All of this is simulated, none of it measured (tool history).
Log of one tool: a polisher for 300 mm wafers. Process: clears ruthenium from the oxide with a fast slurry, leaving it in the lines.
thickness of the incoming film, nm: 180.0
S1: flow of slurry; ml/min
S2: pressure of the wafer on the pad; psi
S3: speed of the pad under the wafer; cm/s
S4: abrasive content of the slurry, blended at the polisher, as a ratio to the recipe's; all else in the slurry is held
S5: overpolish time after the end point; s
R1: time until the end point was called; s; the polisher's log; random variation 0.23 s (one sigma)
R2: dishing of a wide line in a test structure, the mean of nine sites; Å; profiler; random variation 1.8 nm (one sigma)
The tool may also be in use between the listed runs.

| run | hour | S1 | S2 | S3 | S4 | S5 | R1 | R2 |
|---|---|---|---|---|---|---|---|---|
| 1 | 0.0 | 260 | 3.1 | 88 | 1.00 | 23 | 35.726 | 966.73 |
| 2 | 7.7 | 260 | 3.5 | 88 | 1.00 | 22 | 31.858 | 1017.90 |
| 3 | 16.0 | 300 | 3.5 | 88 | 1.00 | 22 | 31.245 | 1021.30 |
| 4 | 16.9 | 300 | 3.8 | 88 | 1.00 | 21 | 28.449 | 1038.20 |
| 5 | 19.4 | 300 | 3.8 | 108 | 1.00 | 21 | 24.083 | 1187.00 |
| 6 | 26.1 | 300 | 3.8 | 108 | 1.15 | 21 | 22.814 | 1219.60 |
|  | 27.6 | head pressure recalibrated |
| 7 | 27.6 | 300 | 3.9 | 108 | 1.15 | 21 | 24.764 | 1161.00 |

Forecast run 8:
| 8 | 28.3 | 310 | 4.0 | 108 | 1.15 | 21 | ? | ? |

R1: 24.227 s
R2: 1199.90 Å
